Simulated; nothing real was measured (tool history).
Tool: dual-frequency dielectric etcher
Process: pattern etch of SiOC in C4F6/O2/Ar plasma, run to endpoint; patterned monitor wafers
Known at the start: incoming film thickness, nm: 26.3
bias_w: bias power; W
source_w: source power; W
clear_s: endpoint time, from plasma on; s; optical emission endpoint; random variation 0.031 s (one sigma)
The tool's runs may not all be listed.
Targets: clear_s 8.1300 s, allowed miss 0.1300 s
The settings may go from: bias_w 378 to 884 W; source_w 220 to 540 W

| run | hour | bias_w | source_w | clear_s |
|---|---|---|---|---|
| 1 | 0.0 | 631 | 380 | 9.4445 |
| 2 | 5.0 | 631 | 340 | 9.7452 |
| 3 | 7.0 | 631 | 270 | 10.6190 |
| 4 | 14.9 | 631 | 300 | 10.1360 |
| 5 | 22.9 | 631 | 240 | 10.9470 |
| 6 | 30.3 | 631 | 310 | 10.0280 |
| 7 | 38.3 | 678 | 320 | 9.7752 |
| 8 | 45.8 | 716 | 340 | 9.3215 |
| 9 | 51.9 | 747 | 350 | 9.1371 |

Which of these 5 next moves meets every target?
| A | 58.0 | 870 | 390 | ? |
| B | 58.0 | 884 | 420 | ? |
| C | 58.0 | 836 | 390 | ? |
| D | 58.0 | 669 | 240 | ? |
| E | 58.0 | 876 | 490 | ? |

| move | clear_s |
|---|---|
| A | 8.4034 |
| B | 8.1526 |
| C | 8.5177 |
| D | 10.7550 |
| E | 7.7619 |
A: nearer than the last run, and not there yet
B: meets every target
C: nearer than the last run, and not there yet
D: further off than the last run
E: takes the result that was furthest off past its target
The right move is B.

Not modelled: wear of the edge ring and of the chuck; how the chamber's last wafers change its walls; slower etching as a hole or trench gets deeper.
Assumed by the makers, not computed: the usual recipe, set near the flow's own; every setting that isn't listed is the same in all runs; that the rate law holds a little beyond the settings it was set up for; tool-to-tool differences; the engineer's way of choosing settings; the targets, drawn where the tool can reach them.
